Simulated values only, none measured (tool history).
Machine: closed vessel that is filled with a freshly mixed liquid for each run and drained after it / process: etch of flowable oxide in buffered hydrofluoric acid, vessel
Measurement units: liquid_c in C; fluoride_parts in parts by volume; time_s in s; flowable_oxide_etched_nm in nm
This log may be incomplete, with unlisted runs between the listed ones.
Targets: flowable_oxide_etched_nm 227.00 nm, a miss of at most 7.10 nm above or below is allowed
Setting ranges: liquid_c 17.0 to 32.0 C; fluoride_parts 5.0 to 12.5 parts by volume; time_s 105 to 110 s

run 1 hour=0.0 | liquid_c=24.0 fluoride_parts=7.5 time_s=105 | flowable_oxide_etched_nm=334.83
run 2 hour=3.7 | liquid_c=24.0 fluoride_parts=6.5 time_s=105 | flowable_oxide_etched_nm=386.85
run 3 hour=9.4 | liquid_c=23.0 fluoride_parts=6.5 time_s=105 | flowable_oxide_etched_nm=369.63
run 4 hour=13.4 | liquid_c=23.0 fluoride_parts=6.5 time_s=110 | flowable_oxide_etched_nm=394.17
run 5 hour=15.1 | liquid_c=23.0 fluoride_parts=7.0 time_s=110 | flowable_oxide_etched_nm=360.15
run 6 hour=17.8 | liquid_c=20.5 fluoride_parts=7.0 time_s=110 | flowable_oxide_etched_nm=311.71
run 7 hour=21.4 | liquid_c=20.0 fluoride_parts=7.0 time_s=110 | flowable_oxide_etched_nm=305.23
run 8 hour=24.9 | liquid_c=19.5 fluoride_parts=7.0 time_s=110 | flowable_oxide_etched_nm=297.39
run 9 hour=32.3 | liquid_c=19.0 fluoride_parts=7.0 time_s=110 | flowable_oxide_etched_nm=292.14
run 10 hour=33.7 | liquid_c=18.5 fluoride_parts=7.0 time_s=110 | flowable_oxide_etched_nm=279.85
run 11 hour=41.5 | liquid_c=17.5 fluoride_parts=7.5 time_s=110 | flowable_oxide_etched_nm=249.53

Which of these 5 next moves meets every target?
run A hour=49.3 | liquid_c=17.0 fluoride_parts=7.5 time_s=105 | flowable_oxide_etched_nm=?
run B hour=49.3 | liquid_c=18.5 fluoride_parts=8.0 time_s=110 | flowable_oxide_etched_nm=?
run C hour=49.3 | liquid_c=17.0 fluoride_parts=7.0 time_s=105 | flowable_oxide_etched_nm=?
run D hour=49.3 | liquid_c=19.5 fluoride_parts=9.5 time_s=105 | flowable_oxide_etched_nm=?
run E hour=49.3 | liquid_c=17.5 fluoride_parts=8.5 time_s=105 | flowable_oxide_etched_nm=?

move=A flowable_oxide_etched_nm=229.54
move=B flowable_oxide_etched_nm=244.19
move=C flowable_oxide_etched_nm=247.31
move=D flowable_oxide_etched_nm=209.74
move=E flowable_oxide_etched_nm=206.22
A: every result within its allowed miss
B: closer than the last run, but not yet in spec
C: closer than the last run, but not yet in spec
D: takes the result that was furthest off past its target
E: takes the result that was furthest off past its target
The move that meets every target is A.
